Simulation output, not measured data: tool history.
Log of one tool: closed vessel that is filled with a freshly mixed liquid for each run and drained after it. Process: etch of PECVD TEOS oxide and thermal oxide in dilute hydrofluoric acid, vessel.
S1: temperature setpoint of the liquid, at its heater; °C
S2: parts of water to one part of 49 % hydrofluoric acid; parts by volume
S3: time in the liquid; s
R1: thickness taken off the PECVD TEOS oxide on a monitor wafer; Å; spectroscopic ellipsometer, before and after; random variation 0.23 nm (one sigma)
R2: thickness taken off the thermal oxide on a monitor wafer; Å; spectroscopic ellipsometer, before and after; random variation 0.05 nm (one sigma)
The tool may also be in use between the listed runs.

run,hour,S1,S2,S3,R1,R2
1,0,24,280,390,138.47,51.624
2,7.8,26,245,390,175.93,65.772
3,13.3,27.5,220,390,212.48,79.016
4,19.5,28.5,205,390,240.31,89.549
5,21.8,29.5,195,390,263.47,99.129
6,29.2,29.5,145,390,374.55,143.12
7,32.8,28.5,145,390,367.89,136.34

Run 8 comes next. What will it give?
8,38.7,28,150,390,?,?

R1: 345.24 Å
R2: 128.08 Å
